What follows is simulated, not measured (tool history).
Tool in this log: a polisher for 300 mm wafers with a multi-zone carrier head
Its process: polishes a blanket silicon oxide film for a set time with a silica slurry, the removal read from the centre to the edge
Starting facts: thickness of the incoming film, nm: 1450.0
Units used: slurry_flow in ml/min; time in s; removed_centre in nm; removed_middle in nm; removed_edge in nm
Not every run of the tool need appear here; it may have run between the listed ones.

Run 1, day 0: slurry_flow 135 ml/min, centre_zone 1, middle_zone 1, edge_zone 1, slurry_solids 1, time 43 s. Result: removed_centre 105.82 nm, removed_middle 104.57 nm, removed_edge 103.97 nm.
Run 2, day 0.325: slurry_flow 135 ml/min, centre_zone 1, middle_zone 1.03, edge_zone 1, slurry_solids 1, time 43 s. Result: removed_centre 104.85 nm, removed_middle 105.98 nm, removed_edge 104.06 nm.
Run 3, day 0.433: slurry_flow 135 ml/min, centre_zone 1, middle_zone 1.03, edge_zone 1.08, slurry_solids 1, time 43 s. Result: removed_centre 106.59 nm, removed_middle 107.15 nm, removed_edge 108.05 nm.
Run 4, day 0.717: slurry_flow 135 ml/min, centre_zone 1, middle_zone 1, edge_zone 1.08, slurry_solids 1, time 43 s. Result: removed_centre 105.97 nm, removed_middle 105.05 nm, removed_edge 108.36 nm.
Run 5, day 0.967: slurry_flow 135 ml/min, centre_zone 0.96, middle_zone 1, edge_zone 1.08, slurry_solids 1, time 43 s. Result: removed_centre 102.66 nm, removed_middle 105.82 nm, removed_edge 108.32 nm.
Run 6, day 1.029: slurry_flow 135 ml/min, centre_zone 0.96, middle_zone 1, edge_zone 1.11, slurry_solids 1, time 43 s. Result: removed_centre 103.92 nm, removed_middle 103.16 nm, removed_edge 108.67 nm.
Run 7, day 1.146: slurry_flow 135 ml/min, centre_zone 0.96, middle_zone 1.01, edge_zone 1.09, slurry_solids 0.95, time 42 s. Result: removed_centre 95.25 nm, removed_middle 98.128 nm, removed_edge 103.41 nm.
Run 8, day 1.238: slurry_flow 135 ml/min, centre_zone 0.98, middle_zone 1.03, edge_zone 1.06, slurry_solids 0.9, time 41 s. Result: removed_centre 93.395 nm, removed_middle 96.882 nm, removed_edge 95.669 nm.
Run 9, day 1.425: slurry_flow 135 ml/min, centre_zone 0.98, middle_zone 1.03, edge_zone 1.05, slurry_solids 0.85, time 40 s. Result: removed_centre 89.493 nm, removed_middle 90.382 nm, removed_edge 91.998 nm.

Run 10 is up next; what results do you expect?
Run 10, day 1.646: slurry_flow 135 ml/min, centre_zone 0.98, middle_zone 1.05, edge_zone 1.03, slurry_solids 0.8, time 39 s. Result: removed_centre ?, removed_middle ?, removed_edge ?.

removed_centre: 81.795 nm
removed_middle: 87.433 nm
removed_edge: 84.597 nm

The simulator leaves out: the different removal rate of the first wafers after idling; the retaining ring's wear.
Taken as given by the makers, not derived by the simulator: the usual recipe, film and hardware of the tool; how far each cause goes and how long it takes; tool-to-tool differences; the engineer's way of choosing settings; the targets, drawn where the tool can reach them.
